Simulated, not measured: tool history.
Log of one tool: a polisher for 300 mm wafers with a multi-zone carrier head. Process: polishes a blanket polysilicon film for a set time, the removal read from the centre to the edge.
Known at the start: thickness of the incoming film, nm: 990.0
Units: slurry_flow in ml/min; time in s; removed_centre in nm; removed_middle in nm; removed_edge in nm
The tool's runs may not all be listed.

{"run": 1, "hour": 0.0, "slurry_flow": 290, "centre_zone": 1, "middle_zone": 1, "edge_zone": 1, "time": 34, "removed_centre": 390.67, "removed_middle": 383.17, "removed_edge": 398.97}
{"run": 2, "hour": 7.0, "slurry_flow": 300, "centre_zone": 1.04, "middle_zone": 1.04, "edge_zone": 1.03, "time": 35, "removed_centre": 418.8, "removed_middle": 422.69, "removed_edge": 415.04}
{"run": 3, "hour": 12.6, "slurry_flow": 300, "centre_zone": 1.07, "middle_zone": 1.04, "edge_zone": 1.03, "time": 35, "removed_centre": 422.91, "removed_middle": 430.41, "removed_edge": 413.62}
{"run": 4, "hour": 15.6, "slurry_flow": 310, "centre_zone": 1.1, "middle_zone": 1.03, "edge_zone": 1.05, "time": 36, "removed_centre": 458.28, "removed_middle": 425.53, "removed_edge": 439.3}
{"run": 5, "hour": 17.9, "slurry_flow": 310, "centre_zone": 1.1, "middle_zone": 1.1, "edge_zone": 1.05, "time": 36, "removed_centre": 445.86, "removed_middle": 456.58, "removed_edge": 432.88}
{"run": 6, "hour": 25.1, "slurry_flow": 310, "centre_zone": 1.1, "middle_zone": 1.1, "edge_zone": 0.97, "time": 36, "removed_centre": 462.17, "removed_middle": 452.8, "removed_edge": 413.79}
{"run": 7, "hour": 29.9, "slurry_flow": 320, "centre_zone": 1.12, "middle_zone": 1.1, "edge_zone": 1.01, "time": 37, "removed_centre": 471.87, "removed_middle": 470.39, "removed_edge": 436.57}

Run 8 comes next. What will it give?
{"run": 8, "hour": 32.5, "slurry_flow": 320, "centre_zone": 1.14, "middle_zone": 1.1, "edge_zone": 1.03, "time": 38, "removed_centre": "?", "removed_middle": "?", "removed_edge": "?"}

{"run 8": {"removed_centre": 504, "removed_middle": 482.74, "removed_edge": 453.28}}
